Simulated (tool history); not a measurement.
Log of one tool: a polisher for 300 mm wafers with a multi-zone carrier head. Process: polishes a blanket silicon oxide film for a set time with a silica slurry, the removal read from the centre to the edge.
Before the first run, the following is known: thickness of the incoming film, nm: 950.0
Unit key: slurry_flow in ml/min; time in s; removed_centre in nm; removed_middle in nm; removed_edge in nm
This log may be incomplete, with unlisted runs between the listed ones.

{"run": 1, "hour": 0.0, "slurry_flow": 280, "centre_zone": 1, "middle_zone": 1, "edge_zone": 1, "slurry_solids": 1, "time": 48, "removed_centre": 165.04, "removed_middle": 162.85, "removed_edge": 170.57}
{"run": 2, "hour": 5.0, "slurry_flow": 280, "centre_zone": 1, "middle_zone": 1, "edge_zone": 1, "slurry_solids": 0.85, "time": 48, "removed_centre": 149.9, "removed_middle": 148.5, "removed_edge": 150.92}
{"run": 3, "hour": 11.0, "slurry_flow": 285, "centre_zone": 1.02, "middle_zone": 1.02, "edge_zone": 1.02, "slurry_solids": 0.9, "time": 48, "removed_centre": 157.92, "removed_middle": 156.52, "removed_edge": 160.69}
{"run": 4, "hour": 16.2, "slurry_flow": 330, "centre_zone": 1.02, "middle_zone": 1.02, "edge_zone": 1.02, "slurry_solids": 0.9, "time": 48, "removed_centre": 161.46, "removed_middle": 159.35, "removed_edge": 155.64}
{"run": 5, "hour": 23.6, "slurry_flow": 320, "centre_zone": 1.04, "middle_zone": 1.04, "edge_zone": 1.03, "slurry_solids": 0.95, "time": 48, "removed_centre": 165.69, "removed_middle": 165.18, "removed_edge": 164.9}
{"run": 6, "hour": 27.7, "slurry_flow": 320, "centre_zone": 1.04, "middle_zone": 1.04, "edge_zone": 1.03, "slurry_solids": 0.95, "time": 43, "removed_centre": 150.53, "removed_middle": 148.45, "removed_edge": 147.59}

For run 7, what comes out?
{"run": 7, "hour": 36.5, "slurry_flow": 320, "centre_zone": 1.06, "middle_zone": 1.05, "edge_zone": 1.04, "slurry_solids": 1, "time": 43, "removed_centre": "?", "removed_middle": "?", "removed_edge": "?"}

removed_centre: 158.92 nm
removed_middle: 151.66 nm
removed_edge: 153.87 nm
